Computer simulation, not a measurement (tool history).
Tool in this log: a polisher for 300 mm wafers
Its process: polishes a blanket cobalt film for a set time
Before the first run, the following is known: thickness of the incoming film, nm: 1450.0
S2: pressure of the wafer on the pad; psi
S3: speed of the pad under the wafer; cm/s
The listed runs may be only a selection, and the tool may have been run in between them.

run 1 hour=0 | flow_of_slurry_(ml/min)=240 S2=2.3 S3=90 polishing_time_(s)=115 | film_removed_(angstrom)=5703
run 2 hour=0.6 | flow_of_slurry_(ml/min)=240 S2=2.1 S3=90 polishing_time_(s)=115 | film_removed_(angstrom)=5476.1
run 3 hour=7.1 | flow_of_slurry_(ml/min)=240 S2=2.1 S3=90 polishing_time_(s)=115 | film_removed_(angstrom)=5421
run 4 hour=10.4 | flow_of_slurry_(ml/min)=240 S2=1.9 S3=90 polishing_time_(s)=115 | film_removed_(angstrom)=4948.5
run 5 hour=16.3 | flow_of_slurry_(ml/min)=240 S2=1.8 S3=90 polishing_time_(s)=115 | film_removed_(angstrom)=4861
run 6 hour=18.7 | flow_of_slurry_(ml/min)=240 S2=1.7 S3=90 polishing_time_(s)=115 | film_removed_(angstrom)=4753.6

Estimate the outcome of run 7 from the log above:
run 7 hour=22.5 | flow_of_slurry_(ml/min)=240 S2=1.6 S3=90 polishing_time_(s)=115 | film_removed_(angstrom)=?

{"run 7": {"film removed (angstrom)": 4524.2}}
